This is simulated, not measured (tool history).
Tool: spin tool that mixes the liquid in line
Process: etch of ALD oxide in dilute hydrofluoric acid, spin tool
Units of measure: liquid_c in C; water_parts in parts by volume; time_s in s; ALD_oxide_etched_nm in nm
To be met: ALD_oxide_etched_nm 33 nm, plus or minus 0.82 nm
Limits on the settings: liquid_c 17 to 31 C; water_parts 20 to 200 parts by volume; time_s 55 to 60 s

run	hour	liquid_c	water_parts	time_s	ALD_oxide_etched_nm
1	0	23	110	55	13.077
2	1.2	23	135	55	10.414
3	1.8	23	110	55	13.151
4	8	24	100	55	15.289
5	11.2	24	100	55	15.252
6	13.6	24	100	55	15.235
7	21	25	95	55	16.648
8	21.6	25	95	55	16.818
9	25.6	29	50	55	39.48
10	33.5	28.5	50	55	39.043

4 candidate next runs follow, results not yet known. Just one meets every target within its allowed miss. Identify it.
A	41.4	26	55	55	?
B	41.4	27	55	55	?
C	41.4	27.5	60	55	?
D	41.4	28.5	60	55	?

move	ALD_oxide_etched_nm
A	31.838
B	33.143
C	30.773
D	32.014
A: takes the biggest miss from the last run beyond its target
B: every result lands within tolerance
C: takes the biggest miss from the last run beyond its target
D: takes the biggest miss from the last run beyond its target
Answer: B
